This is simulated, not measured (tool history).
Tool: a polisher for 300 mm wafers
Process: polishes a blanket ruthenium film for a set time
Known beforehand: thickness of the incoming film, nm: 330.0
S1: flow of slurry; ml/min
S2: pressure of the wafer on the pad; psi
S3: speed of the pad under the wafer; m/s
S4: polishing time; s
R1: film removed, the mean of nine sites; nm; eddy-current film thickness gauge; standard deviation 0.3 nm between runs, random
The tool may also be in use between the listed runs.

Run 1, hour 0: S1 140 ml/min, S2 2.3 psi, S3 1.24 m/s, S4 48 s. Result: R1 76.834 nm.
Run 2, hour 4.2: S1 155 ml/min, S2 2.3 psi, S3 1.24 m/s, S4 48 s. Result: R1 79.159 nm.
Run 3, hour 11.4: S1 155 ml/min, S2 2.3 psi, S3 1.4 m/s, S4 48 s. Result: R1 88.577 nm.
Run 4, hour 14.5: S1 135 ml/min, S2 2.3 psi, S3 1.4 m/s, S4 48 s. Result: R1 86.573 nm.
Run 5, hour 16.4: S1 130 ml/min, S2 2 psi, S3 1.34 m/s, S4 48 s. Result: R1 72.095 nm.
At hour 21.1: slurry nozzle cleaned.
Run 6, hour 21.1: S1 125 ml/min, S2 1.8 psi, S3 1.3 m/s, S4 48 s. Result: R1 66.98 nm.
Run 7, hour 22: S1 120 ml/min, S2 1.6 psi, S3 1.22 m/s, S4 48 s. Result: R1 55.827 nm.
Run 8, hour 29.6: S1 115 ml/min, S2 1.5 psi, S3 1.18 m/s, S4 48 s. Result: R1 50.699 nm.
Run 9, hour 37.5: S1 95 ml/min, S2 1 psi, S3 1.16 m/s, S4 48 s. Result: R1 33.08 nm.
Run 10, hour 42.4: S1 105 ml/min, S2 1 psi, S3 1.16 m/s, S4 48 s. Result: R1 32.937 nm.
Run 11, hour 47.9: S1 105 ml/min, S2 1.1 psi, S3 1.16 m/s, S4 48 s. Result: R1 36.028 nm.

Run 12 has not been measured yet. What should we expect?
Run 12, hour 56.1: S1 110 ml/min, S2 1.1 psi, S3 1.16 m/s, S4 48 s. Result: R1 ?.

Run 12 produced R1 36.538 nm.

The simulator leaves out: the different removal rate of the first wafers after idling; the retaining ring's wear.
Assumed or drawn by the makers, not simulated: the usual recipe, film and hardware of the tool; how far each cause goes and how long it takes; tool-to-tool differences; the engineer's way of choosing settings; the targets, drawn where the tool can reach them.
